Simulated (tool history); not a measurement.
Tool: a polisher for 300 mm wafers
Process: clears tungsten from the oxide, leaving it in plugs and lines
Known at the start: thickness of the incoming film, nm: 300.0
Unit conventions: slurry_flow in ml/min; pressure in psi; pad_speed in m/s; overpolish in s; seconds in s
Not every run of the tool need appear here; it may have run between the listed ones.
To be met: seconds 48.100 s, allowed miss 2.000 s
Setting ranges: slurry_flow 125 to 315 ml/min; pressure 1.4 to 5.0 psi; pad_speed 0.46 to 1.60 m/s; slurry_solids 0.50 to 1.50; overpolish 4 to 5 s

run  hour  slurry_flow  pressure  pad_speed  slurry_solids  overpolish  seconds
  1   0.0          205       3.2       1.02           1.00           5   76.608
  2   2.7          205       3.5       1.02           1.00           5   69.884
  3   6.6          235       3.5       1.02           1.00           5   70.459
  4  12.1          235       2.8       1.02           1.00           5   87.459
  5  13.9          235       2.8       1.02           1.10           5   83.904
  6  14.7          235       3.4       1.02           1.10           5   69.337
  7  19.4          235       3.6       1.02           1.10           5   67.019
  8  23.6          235       3.8       1.02           1.10           5   62.977
  9  27.9          235       4.0       1.02           1.10           5   60.499

Which of these 4 next moves meets every target?
  A  32.2          295       3.3       0.98           1.15           5        ?
  B  32.2          230       4.4       1.14           1.10           4        ?
  C  32.2          200       4.4       1.04           1.15           5        ?
  D  32.2          220       4.2       1.28           1.20           5        ?

move  seconds
   A   73.206
   B   49.563
   C   54.671
   D   45.688
A: lands further from the targets than the last run did
B: each result inside its tolerance
C: gains on the last run, yet a result remains outside its allowed miss
D: moves the result that the last run missed by most past its target, out the other side
The right move is B.
